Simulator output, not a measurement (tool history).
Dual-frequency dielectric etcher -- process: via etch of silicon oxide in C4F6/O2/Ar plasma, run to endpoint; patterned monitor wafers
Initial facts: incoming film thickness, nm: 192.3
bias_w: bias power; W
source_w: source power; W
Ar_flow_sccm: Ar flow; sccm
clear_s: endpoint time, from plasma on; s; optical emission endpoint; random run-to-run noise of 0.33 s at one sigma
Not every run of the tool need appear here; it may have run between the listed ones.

run	hour	bias_w	source_w	Ar_flow_sccm	clear_s
1	0.0	375	350	359	47.658
2	6.3	375	350	407	48.311
3	8.9	375	350	354	47.456
4	16.7	375	400	354	43.641
5	23.8	341	370	361	47.586
6	32.1	341	390	361	46.125

For run 7, what comes out?
7	36.2	314	360	367	?

clear_s: 49.267 s

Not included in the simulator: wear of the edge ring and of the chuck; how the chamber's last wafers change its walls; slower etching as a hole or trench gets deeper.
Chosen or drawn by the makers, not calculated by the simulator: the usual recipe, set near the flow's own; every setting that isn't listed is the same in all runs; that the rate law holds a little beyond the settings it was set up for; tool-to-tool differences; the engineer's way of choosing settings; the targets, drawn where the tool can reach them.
